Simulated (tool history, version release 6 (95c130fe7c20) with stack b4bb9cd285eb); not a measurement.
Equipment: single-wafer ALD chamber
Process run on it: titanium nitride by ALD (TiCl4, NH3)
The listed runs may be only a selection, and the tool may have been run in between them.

run,hour,heater temperature setpoint (K),number of ALD cycles (cycles),NH3 pulse time (s),mean film thickness on the monitor wafer (Å)
1,0,648.15,93,3.09,23.25
2,4.9,648.15,93,2.45,22.734
3,13.1,648.15,88,2.45,21.103
4,19,640.15,88,2.45,21.001
5,22.3,639.15,88,2.34,20.742
6,24.1,629.15,88,2.34,20.468

The next listed run, before its measurement:
7,27.7,629.15,88,2.29,?

Logged for run 7: mean film thickness on the monitor wafer (Å) 20.632.
